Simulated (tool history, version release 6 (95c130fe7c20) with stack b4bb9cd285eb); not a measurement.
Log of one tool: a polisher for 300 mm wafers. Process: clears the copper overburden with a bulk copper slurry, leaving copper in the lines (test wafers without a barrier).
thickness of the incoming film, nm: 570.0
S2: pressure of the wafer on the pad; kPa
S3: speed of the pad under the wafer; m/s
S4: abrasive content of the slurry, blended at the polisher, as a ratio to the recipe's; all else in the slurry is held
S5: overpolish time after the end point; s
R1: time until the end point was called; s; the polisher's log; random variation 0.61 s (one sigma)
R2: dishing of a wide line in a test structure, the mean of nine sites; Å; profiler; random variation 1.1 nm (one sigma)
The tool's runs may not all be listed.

{"run": 1, "day": 0.0, "flow of slurry (ml/min)": 275, "S2": 15.9, "S3": 0.9, "S4": 1.0, "S5": 14, "R1": 94.747, "R2": 512.77}
{"run": 2, "day": 0.058, "flow of slurry (ml/min)": 275, "S2": 17.2, "S3": 0.9, "S4": 1.0, "S5": 14, "R1": 89.811, "R2": 561.51}
{"run": 3, "day": 0.346, "flow of slurry (ml/min)": 275, "S2": 18.6, "S3": 0.9, "S4": 1.0, "S5": 13, "R1": 82.482, "R2": 544.16}
{"run": 4, "day": 0.558, "flow of slurry (ml/min)": 275, "S2": 19.3, "S3": 0.9, "S4": 1.0, "S5": 13, "R1": 81.076, "R2": 558.65}
{"run": 5, "day": 0.871, "flow of slurry (ml/min)": 275, "S2": 19.3, "S3": 0.9, "S4": 1.0, "S5": 9, "R1": 80.057, "R2": 425.4}
{"run": 6, "day": 0.904, "flow of slurry (ml/min)": 310, "S2": 19.3, "S3": 0.9, "S4": 1.0, "S5": 9, "R1": 80.065, "R2": 434.23}
{"run": 7, "day": 1.104, "flow of slurry (ml/min)": 310, "S2": 20.0, "S3": 0.9, "S4": 1.0, "S5": 10, "R1": 77.274, "R2": 480.5}

What will run 8 give?
{"run": 8, "day": 1.438, "flow of slurry (ml/min)": 310, "S2": 20.7, "S3": 0.9, "S4": 1.0, "S5": 10, "R1": "?", "R2": "?"}

{"run 8": {"R1": 75.102, "R2": 489.56}}
